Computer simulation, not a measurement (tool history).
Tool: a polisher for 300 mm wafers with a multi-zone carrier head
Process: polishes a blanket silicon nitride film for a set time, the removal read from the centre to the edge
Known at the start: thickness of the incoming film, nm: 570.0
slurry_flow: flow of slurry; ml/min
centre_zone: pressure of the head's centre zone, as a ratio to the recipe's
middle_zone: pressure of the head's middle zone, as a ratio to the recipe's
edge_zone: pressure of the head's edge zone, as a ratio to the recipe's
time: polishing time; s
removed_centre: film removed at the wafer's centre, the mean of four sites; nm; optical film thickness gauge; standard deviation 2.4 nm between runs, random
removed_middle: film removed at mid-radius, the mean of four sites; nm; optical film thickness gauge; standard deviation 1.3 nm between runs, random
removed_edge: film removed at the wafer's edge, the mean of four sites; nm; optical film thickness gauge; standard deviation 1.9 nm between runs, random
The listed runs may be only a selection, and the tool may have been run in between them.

Run 1, hour 0: slurry_flow 305 ml/min, centre_zone 1, middle_zone 1, edge_zone 1, time 76 s. Result: removed_centre 157.28 nm, removed_middle 172 nm, removed_edge 174.76 nm.
Run 2, hour 2.7: slurry_flow 310 ml/min, centre_zone 1, middle_zone 1.01, edge_zone 1.01, time 76 s. Result: removed_centre 161.76 nm, removed_middle 172.26 nm, removed_edge 173.71 nm.
Run 3, hour 7: slurry_flow 285 ml/min, centre_zone 1, middle_zone 1.01, edge_zone 1.01, time 76 s. Result: removed_centre 158.35 nm, removed_middle 171.57 nm, removed_edge 173.77 nm.
Run 4, hour 13.6: slurry_flow 240 ml/min, centre_zone 1, middle_zone 1.01, edge_zone 1.01, time 76 s. Result: removed_centre 156.04 nm, removed_middle 168.83 nm, removed_edge 171.4 nm.
Run 5, hour 18.2: slurry_flow 240 ml/min, centre_zone 1.08, middle_zone 1.01, edge_zone 1.01, time 76 s. Result: removed_centre 172.41 nm, removed_middle 170.86 nm, removed_edge 172.14 nm.
Run 6, hour 25.5: slurry_flow 240 ml/min, centre_zone 1.08, middle_zone 1.01, edge_zone 1.01, time 62 s. Result: removed_centre 140.7 nm, removed_middle 138.53 nm, removed_edge 140.95 nm.
Run 7, hour 33.3: slurry_flow 245 ml/min, centre_zone 1.07, middle_zone 1.03, edge_zone 1.03, time 64 s. Result: removed_centre 141.63 nm, removed_middle 144.18 nm, removed_edge 147.64 nm.
At hour 35.3: centre zone pressure recalibrated.
Run 8, hour 35.3: slurry_flow 250 ml/min, centre_zone 1.07, middle_zone 1.05, edge_zone 1.04, time 66 s. Result: removed_centre 158.36 nm, removed_middle 152.42 nm, removed_edge 150.99 nm.
Run 9, hour 40: slurry_flow 250 ml/min, centre_zone 1.04, middle_zone 1.06, edge_zone 1.05, time 68 s. Result: removed_centre 156.67 nm, removed_middle 157.96 nm, removed_edge 155.19 nm.
Run 10, hour 43.2: slurry_flow 255 ml/min, centre_zone 1.02, middle_zone 1.07, edge_zone 1.06, time 70 s. Result: removed_centre 157.83 nm, removed_middle 164.51 nm, removed_edge 165.84 nm.
Run 11, hour 46.9: slurry_flow 260 ml/min, centre_zone 1.01, middle_zone 1.09, edge_zone 1.07, time 70 s. Result: removed_centre 157.44 nm, removed_middle 164.35 nm, removed_edge 161.93 nm.
Run 12, hour 50.1: slurry_flow 260 ml/min, centre_zone 1, middle_zone 1.1, edge_zone 1.08, time 71 s. Result: removed_centre 155.08 nm, removed_middle 169.49 nm, removed_edge 165.42 nm.
Run 13, hour 53.3: slurry_flow 265 ml/min, centre_zone 1, middle_zone 1.11, edge_zone 1.09, time 72 s. Result: removed_centre 162.44 nm, removed_middle 174.46 nm, removed_edge 171.04 nm.
Run 14, hour 58.7: slurry_flow 270 ml/min, centre_zone 0.99, middle_zone 1.12, edge_zone 1.1, time 72 s. Result: removed_centre 155.17 nm, removed_middle 174.8 nm, removed_edge 173.73 nm.

Run 15 has not been measured yet. What should we expect?
Run 15, hour 66.6: slurry_flow 275 ml/min, centre_zone 0.99, middle_zone 1.13, edge_zone 1.1, time 72 s. Result: removed_centre ?, removed_middle ?, removed_edge ?.

removed_centre: 158.85 nm
removed_middle: 176.23 nm
removed_edge: 171.27 nm
